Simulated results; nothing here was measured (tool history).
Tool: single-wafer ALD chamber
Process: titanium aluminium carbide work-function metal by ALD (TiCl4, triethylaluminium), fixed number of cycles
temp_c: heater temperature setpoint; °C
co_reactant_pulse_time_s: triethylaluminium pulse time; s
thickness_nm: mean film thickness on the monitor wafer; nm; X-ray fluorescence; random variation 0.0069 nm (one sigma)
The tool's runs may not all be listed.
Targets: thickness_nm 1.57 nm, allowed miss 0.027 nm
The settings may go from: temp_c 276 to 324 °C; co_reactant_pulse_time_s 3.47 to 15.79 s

Run 1, day 0: temp_c 300 °C, co_reactant_pulse_time_s 9.63 s. Result: thickness_nm 1.788 nm.
Run 2, day 0.262: temp_c 310 °C, co_reactant_pulse_time_s 9.63 s. Result: thickness_nm 1.8681 nm.
Run 3, day 0.404: temp_c 310 °C, co_reactant_pulse_time_s 7.89 s. Result: thickness_nm 1.8234 nm.
Run 4, day 0.625: temp_c 307 °C, co_reactant_pulse_time_s 7.59 s. Result: thickness_nm 1.7927 nm.
Run 5, day 0.767: temp_c 307 °C, co_reactant_pulse_time_s 6.59 s. Result: thickness_nm 1.7496 nm.
Run 6, day 0.988: temp_c 305 °C, co_reactant_pulse_time_s 6.43 s. Result: thickness_nm 1.7318 nm.
Run 7, day 1.212: temp_c 303 °C, co_reactant_pulse_time_s 6.29 s. Result: thickness_nm 1.7091 nm.
Run 8, day 1.446: temp_c 301 °C, co_reactant_pulse_time_s 6.17 s. Result: thickness_nm 1.6889 nm.

Which of these 4 next moves meets every target?
Run A, day 1.679: temp_c 301 °C, co_reactant_pulse_time_s 5.53 s. Result: thickness_nm ?.
Run B, day 1.679: temp_c 306 °C, co_reactant_pulse_time_s 8.93 s. Result: thickness_nm ?.
Run C, day 1.679: temp_c 294 °C, co_reactant_pulse_time_s 5.06 s. Result: thickness_nm ?.
Run D, day 1.679: temp_c 305 °C, co_reactant_pulse_time_s 7.44 s. Result: thickness_nm ?.

move  thickness_nm
   A        1.6532
   B        1.8291
   C        1.5671
   D        1.7766
A: nearer than the last run, and not there yet
B: further off than the last run
C: meets every target
D: further off than the last run
Move C is the one to make.
